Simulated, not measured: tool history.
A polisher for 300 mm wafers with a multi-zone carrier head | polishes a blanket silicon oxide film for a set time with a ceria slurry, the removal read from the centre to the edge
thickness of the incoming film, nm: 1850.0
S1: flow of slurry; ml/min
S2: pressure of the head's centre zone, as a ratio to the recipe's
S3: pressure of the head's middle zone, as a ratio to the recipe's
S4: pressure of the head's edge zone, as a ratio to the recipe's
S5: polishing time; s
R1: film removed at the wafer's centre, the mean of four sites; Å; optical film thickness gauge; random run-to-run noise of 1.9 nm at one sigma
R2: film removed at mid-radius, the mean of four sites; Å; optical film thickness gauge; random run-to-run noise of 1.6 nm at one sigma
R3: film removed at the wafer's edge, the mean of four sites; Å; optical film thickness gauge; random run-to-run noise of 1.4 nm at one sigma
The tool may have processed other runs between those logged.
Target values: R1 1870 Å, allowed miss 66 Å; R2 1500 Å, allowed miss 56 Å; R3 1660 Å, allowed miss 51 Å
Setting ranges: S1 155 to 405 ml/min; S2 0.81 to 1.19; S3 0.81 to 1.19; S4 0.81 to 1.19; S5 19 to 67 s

| run | hour | S1 | S2 | S3 | S4 | S5 | R1 | R2 | R3 |
|---|---|---|---|---|---|---|---|---|---|
| 1 | 0 | 260 | 1 | 1 | 1 | 43 | 1367.2 | 1360 | 1359.6 |
| 2 | 3.2 | 265 | 1.03 | 1 | 1.03 | 44 | 1445.1 | 1373.1 | 1393.3 |
| 3 | 5.1 | 265 | 1.03 | 1 | 0.98 | 44 | 1424 | 1418.2 | 1340.8 |
| 4 | 6.1 | 270 | 1.05 | 1 | 1.01 | 45 | 1521.3 | 1442.2 | 1407.6 |
| 5 | 12.2 | 275 | 1.06 | 1 | 1.04 | 46 | 1553.4 | 1492.3 | 1470.6 |
| 6 | 16 | 280 | 1.08 | 0.98 | 1.06 | 46 | 1609.7 | 1471 | 1496.3 |
| 7 | 17.7 | 285 | 1.1 | 0.97 | 1.08 | 46 | 1617.8 | 1447.2 | 1518.2 |
| 8 | 18.4 | 290 | 1.12 | 0.96 | 1.09 | 46 | 1627.8 | 1427.5 | 1517.9 |
| 9 | 22 | 290 | 1.13 | 0.95 | 1.09 | 47 | 1718.5 | 1448.9 | 1534.3 |
| 10 | 28.7 | 295 | 1.14 | 0.95 | 1.1 | 47 | 1716.9 | 1448.4 | 1559.3 |
| 11 | 35 | 300 | 1.15 | 0.95 | 1.11 | 47 | 1739.2 | 1459.7 | 1579.3 |
| 12 | 41.3 | 305 | 1.16 | 0.95 | 1.11 | 47 | 1762 | 1450.8 | 1575 |
| 13 | 49.8 | 310 | 1.17 | 0.95 | 1.12 | 47 | 1764.5 | 1458.9 | 1575.5 |

Below are 4 possible settings for the next run. Only one of them brings all results inside the allowed miss of their targets. Which is it?
| A | 58.3 | 295 | 1.17 | 0.92 | 1.1 | 50 | ? | ? | ? |
| B | 58.3 | 310 | 1.04 | 0.9 | 1.19 | 47 | ? | ? | ? |
| C | 58.3 | 315 | 1.19 | 0.85 | 1.08 | 49 | ? | ? | ? |
| D | 58.3 | 330 | 1.07 | 0.92 | 1.15 | 48 | ? | ? | ? |

| move | R1 | R2 | R3 |
|---|---|---|---|
| A | 1866.9 | 1535.8 | 1666.2 |
| B | 1567.2 | 1426.5 | 1637.9 |
| C | 1873.9 | 1422.5 | 1627.7 |
| D | 1658.3 | 1491.6 | 1650.4 |
A: meets every target
B: meets the target for the result that was furthest off, but another lies outside its allowed miss
C: meets the target for the result that was furthest off, but another lies outside its allowed miss
D: meets the target for the result that was furthest off, but another lies outside its allowed miss
The move that meets every target is A.
